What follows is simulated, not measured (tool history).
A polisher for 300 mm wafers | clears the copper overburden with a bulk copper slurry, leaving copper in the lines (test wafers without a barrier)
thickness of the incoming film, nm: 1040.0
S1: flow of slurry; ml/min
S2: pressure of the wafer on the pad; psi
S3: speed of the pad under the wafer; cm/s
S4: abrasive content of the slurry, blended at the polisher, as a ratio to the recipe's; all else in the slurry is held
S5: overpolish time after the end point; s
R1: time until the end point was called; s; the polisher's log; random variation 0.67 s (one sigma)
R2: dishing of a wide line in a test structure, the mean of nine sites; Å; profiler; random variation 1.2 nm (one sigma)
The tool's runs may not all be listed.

| run | hour | S1 | S2 | S3 | S4 | S5 | R1 | R2 |
|---|---|---|---|---|---|---|---|---|
| 1 | 0.0 | 125 | 3.3 | 124 | 1.0 | 14 | 81.636 | 635.27 |
| 2 | 6.3 | 130 | 3.4 | 126 | 1.0 | 12 | 75.147 | 611.53 |
| 3 | 10.4 | 135 | 3.5 | 126 | 1.0 | 11 | 73.174 | 627.90 |
| 4 | 11.5 | 125 | 3.6 | 130 | 1.0 | 10 | 70.804 | 600.04 |
|  | 20.5 | slurry blender recalibrated |
| 5 | 20.5 | 140 | 3.6 | 130 | 1.0 | 10 | 67.785 | 608.23 |
| 6 | 27.0 | 140 | 3.6 | 116 | 1.0 | 10 | 71.831 | 609.08 |
| 7 | 29.3 | 145 | 3.6 | 118 | 1.0 | 9 | 70.438 | 574.12 |
| 8 | 31.2 | 150 | 3.6 | 118 | 1.0 | 9 | 70.758 | 543.74 |
| 9 | 35.8 | 155 | 3.7 | 118 | 1.0 | 9 | 68.692 | 573.89 |
| 10 | 44.0 | 155 | 3.8 | 118 | 1.0 | 9 | 67.809 | 594.35 |

Run 11 comes next. What will it give?
| 11 | 49.5 | 155 | 3.9 | 118 | 1.0 | 8 | ? | ? |

{"run 11": {"R1": 64.178, "R2": 585.57}}
